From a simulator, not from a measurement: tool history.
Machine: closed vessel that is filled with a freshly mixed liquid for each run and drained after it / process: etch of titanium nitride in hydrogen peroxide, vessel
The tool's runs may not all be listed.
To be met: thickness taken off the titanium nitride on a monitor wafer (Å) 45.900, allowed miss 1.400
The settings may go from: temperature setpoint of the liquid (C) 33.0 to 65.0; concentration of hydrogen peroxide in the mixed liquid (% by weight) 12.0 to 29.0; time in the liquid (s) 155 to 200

run,hour,temperature setpoint of the liquid (C),concentration of hydrogen peroxide in the mixed liquid (% by weight),time in the liquid (s),thickness taken off the titanium nitride on a monitor wafer (Å)
1,0.0,49.0,19.5,200,114.060
2,3.6,46.5,19.5,200,97.046
3,7.8,44.5,19.5,200,82.931
4,8.5,44.5,21.0,200,83.524
5,11.6,43.0,21.0,200,75.466
# hour 15.4: thermometer replaced
6,15.4,41.5,21.0,200,75.940
7,20.9,40.0,20.5,195,65.684
8,27.4,38.5,20.5,195,58.016
9,30.9,37.5,20.5,195,54.588
10,37.5,37.0,20.5,195,51.506
11,43.1,36.5,20.5,195,50.013
12,51.5,36.0,20.5,195,47.556

Next run, 5 choices. One meets every target within its allowed miss, the rest don't. Which?
A,59.9,36.5,20.0,200,?
B,59.9,37.0,20.5,185,?
C,59.9,36.5,20.0,180,?
D,59.9,36.0,25.5,190,?
E,59.9,38.5,20.5,165,?

move,thickness taken off the titanium nitride on a monitor wafer (Å)
A,50.431
B,48.774
C,45.388
D,48.544
E,48.904
A: moves away from the targets compared with the last run
B: moves away from the targets compared with the last run
C: meets every target
D: moves away from the targets compared with the last run
E: moves away from the targets compared with the last run
So the answer is move C, the one that meets all the targets.
